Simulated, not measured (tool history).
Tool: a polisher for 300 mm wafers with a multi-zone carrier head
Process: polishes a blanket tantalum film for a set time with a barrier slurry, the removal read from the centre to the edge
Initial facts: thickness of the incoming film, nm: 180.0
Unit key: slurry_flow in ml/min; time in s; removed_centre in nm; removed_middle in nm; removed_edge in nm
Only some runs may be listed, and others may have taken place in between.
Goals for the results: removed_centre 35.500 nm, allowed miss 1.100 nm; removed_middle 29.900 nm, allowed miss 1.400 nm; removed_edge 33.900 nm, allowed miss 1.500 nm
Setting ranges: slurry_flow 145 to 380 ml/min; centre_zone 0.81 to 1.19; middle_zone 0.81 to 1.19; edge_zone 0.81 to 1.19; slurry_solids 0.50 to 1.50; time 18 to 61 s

run,hour,slurry_flow,centre_zone,middle_zone,edge_zone,slurry_solids,time,removed_centre,removed_middle,removed_edge
1,0.0,245,1.00,1.00,1.00,1.00,39,54.851,56.228,54.240
2,7.6,245,1.00,1.00,1.00,1.00,46,63.769,65.080,64.523
3,12.1,245,0.92,1.00,1.00,1.00,46,60.003,66.954,65.404
4,17.1,235,0.95,0.95,1.00,0.85,41,52.346,53.856,56.349
5,19.9,235,0.97,0.92,0.98,0.75,37,46.289,45.138,48.393
6,21.4,235,0.97,0.92,0.98,0.75,40,50.502,49.789,51.759
7,22.3,230,0.98,0.89,0.97,0.70,36,44.784,42.518,44.450
8,25.9,225,0.99,0.87,0.98,0.65,34,41.885,38.498,42.067
9,28.1,225,0.99,0.87,0.98,0.65,34,41.597,37.736,41.717
10,34.9,215,0.99,0.85,0.97,0.60,33,38.931,35.703,39.749
11,36.3,230,1.07,0.81,0.95,0.50,27,32.778,26.291,29.839
12,44.2,230,1.07,0.83,0.98,0.55,27,34.300,27.753,31.789
13,50.1,230,1.07,0.84,0.99,0.55,27,33.969,27.235,31.561

Of the 4 settings listed for the next run, only one would bring every result within its allowed miss of target. Which one?
A,56.0,260,1.19,0.81,0.99,0.50,26,?,?,?
B,56.0,225,1.00,0.91,1.04,0.55,28,?,?,?
C,56.0,250,1.15,0.93,0.81,0.65,25,?,?,?
D,56.0,195,1.09,0.89,1.05,0.70,26,?,?,?

move,removed_centre,removed_middle,removed_edge
A,35.588,25.084,30.080
B,32.805,30.354,33.917
C,35.958,29.380,28.658
D,35.391,29.511,33.877
A: further off than the last run
B: puts the biggest miss on target and leaves a different result outside tolerance
C: puts the biggest miss on target and leaves a different result outside tolerance
D: in spec on every target
Move D is the one to make.

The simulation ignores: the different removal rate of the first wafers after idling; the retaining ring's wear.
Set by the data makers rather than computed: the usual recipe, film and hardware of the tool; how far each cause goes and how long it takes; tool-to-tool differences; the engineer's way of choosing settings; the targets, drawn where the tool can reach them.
